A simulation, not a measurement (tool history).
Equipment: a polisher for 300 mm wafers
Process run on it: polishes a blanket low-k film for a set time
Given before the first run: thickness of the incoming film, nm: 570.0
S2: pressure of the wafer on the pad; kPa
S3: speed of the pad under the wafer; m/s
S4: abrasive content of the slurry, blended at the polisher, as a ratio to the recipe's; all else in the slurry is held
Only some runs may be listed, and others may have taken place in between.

run 1 hour=0 | flow_of_slurry_(ml/min)=305 S2=9.7 S3=1 S4=1 polishing_time_(s)=45 | film_removed_(angstrom)=100.4
run 2 hour=6.1 | flow_of_slurry_(ml/min)=305 S2=11 S3=1 S4=1 polishing_time_(s)=45 | film_removed_(angstrom)=109.58
run 3 hour=13.7 | flow_of_slurry_(ml/min)=305 S2=11 S3=1 S4=1 polishing_time_(s)=45 | film_removed_(angstrom)=110.1
run 4 hour=21.4 | flow_of_slurry_(ml/min)=305 S2=11 S3=1 S4=1.15 polishing_time_(s)=45 | film_removed_(angstrom)=116.98
run 5 hour=25.9 | flow_of_slurry_(ml/min)=305 S2=12.4 S3=1 S4=1.15 polishing_time_(s)=45 | film_removed_(angstrom)=126.65
run 6 hour=33.2 | flow_of_slurry_(ml/min)=305 S2=12.4 S3=1 S4=1.15 polishing_time_(s)=41 | film_removed_(angstrom)=113.94
run 7 hour=36.4 | flow_of_slurry_(ml/min)=305 S2=12.4 S3=1 S4=1.15 polishing_time_(s)=41 | film_removed_(angstrom)=114.41
run 8 hour=40.8 | flow_of_slurry_(ml/min)=305 S2=13.1 S3=1.06 S4=1.15 polishing_time_(s)=41 | film_removed_(angstrom)=124.49
run 9 hour=42.5 | flow_of_slurry_(ml/min)=305 S2=13.8 S3=1.12 S4=1.15 polishing_time_(s)=41 | film_removed_(angstrom)=132.77

Run 10 has not been measured yet. What should we expect?
run 10 hour=47.9 | flow_of_slurry_(ml/min)=305 S2=14.5 S3=1.18 S4=1.15 polishing_time_(s)=41 | film_removed_(angstrom)=?

Run 10 came out at film removed (angstrom) 143.59.

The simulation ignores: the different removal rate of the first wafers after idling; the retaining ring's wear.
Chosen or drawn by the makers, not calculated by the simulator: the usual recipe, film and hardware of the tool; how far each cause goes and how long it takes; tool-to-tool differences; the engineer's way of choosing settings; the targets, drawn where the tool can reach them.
